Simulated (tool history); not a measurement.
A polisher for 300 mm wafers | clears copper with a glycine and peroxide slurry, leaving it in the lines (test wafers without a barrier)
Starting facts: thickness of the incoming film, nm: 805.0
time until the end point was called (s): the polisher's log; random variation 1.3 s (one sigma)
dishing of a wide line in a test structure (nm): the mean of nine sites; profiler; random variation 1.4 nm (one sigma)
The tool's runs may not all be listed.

run	hour	flow of slurry (ml/min)	pressure of the wafer on the pad (psi)	speed of the pad under the wafer (m/s)	overpolish time after the end point (s)	time until the end point was called (s)	dishing of a wide line in a test structure (nm)
1	0	155	2.6	1.2	27	138.82	96.717
2	9	155	2.8	1.2	27	125.37	102.99
3	10.7	155	2.4	1.2	27	142.06	94.325
4	18	120	2.4	1.2	27	152.05	87.505
5	21.1	120	3	1.2	27	127.38	100.32
6	27.8	105	3	1.2	27	130.29	97.226
7	35.2	115	3.1	1.22	26	123.82	102.21

What will run 8 give?
8	37.9	125	3.2	1.24	24	?	?

Run 8 came out at time until the end point was called (s) 116.98, dishing of a wide line in a test structure (nm) 100.21.
